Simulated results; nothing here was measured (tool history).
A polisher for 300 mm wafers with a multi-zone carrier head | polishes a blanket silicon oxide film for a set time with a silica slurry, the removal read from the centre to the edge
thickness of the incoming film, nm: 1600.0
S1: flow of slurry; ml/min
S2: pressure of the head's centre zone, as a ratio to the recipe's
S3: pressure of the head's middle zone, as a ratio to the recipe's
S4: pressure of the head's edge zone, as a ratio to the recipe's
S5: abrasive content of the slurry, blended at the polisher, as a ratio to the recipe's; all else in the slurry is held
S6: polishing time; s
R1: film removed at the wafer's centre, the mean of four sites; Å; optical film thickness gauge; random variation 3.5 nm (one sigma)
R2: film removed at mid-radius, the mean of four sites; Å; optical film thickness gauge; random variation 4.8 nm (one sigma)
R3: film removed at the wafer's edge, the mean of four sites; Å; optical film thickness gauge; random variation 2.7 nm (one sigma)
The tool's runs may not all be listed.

run 1 hour=0 | S1=215 S2=1 S3=1 S4=1 S5=1 S6=72 | R1=3591.1 R2=3482.2 R3=3339.4
run 2 hour=8.2 | S1=215 S2=0.91 S3=1 S4=1 S5=1 S6=72 | R1=3217.7 R2=3531.5 R3=3346.5
run 3 hour=10.6 | S1=215 S2=0.91 S3=1 S4=1.05 S5=1 S6=72 | R1=3237.4 R2=3542.7 R3=3395.8
run 4 hour=16.7 | S1=225 S2=0.93 S3=0.97 S4=1.09 S5=1.1 S6=72 | R1=3520.5 R2=3644.9 R3=3645.3
run 5 hour=25.2 | S1=225 S2=0.93 S3=0.97 S4=1.14 S5=1.1 S6=72 | R1=3493.1 R2=3532 R3=3750.7
run 6 hour=27.8 | S1=240 S2=0.96 S3=0.97 S4=1.15 S5=1.15 S6=72 | R1=3734.4 R2=3773.3 R3=3886.3
run 7 hour=31.1 | S1=250 S2=0.98 S3=0.95 S4=1.16 S5=1.2 S6=72 | R1=3950.7 R2=3734.7 R3=3993.4
run 8 hour=36.1 | S1=260 S2=0.99 S3=0.94 S4=1.17 S5=1.25 S6=72 | R1=4047.3 R2=3868.6 R3=4112.9

Run 9 comes next. What will it give?
run 9 hour=38.7 | S1=265 S2=1 S3=0.93 S4=1.18 S5=1.25 S6=72 | R1=? R2=? R3=?

{"run 9": {"R1": 4101.5, "R2": 3744.1, "R3": 4108.3}}
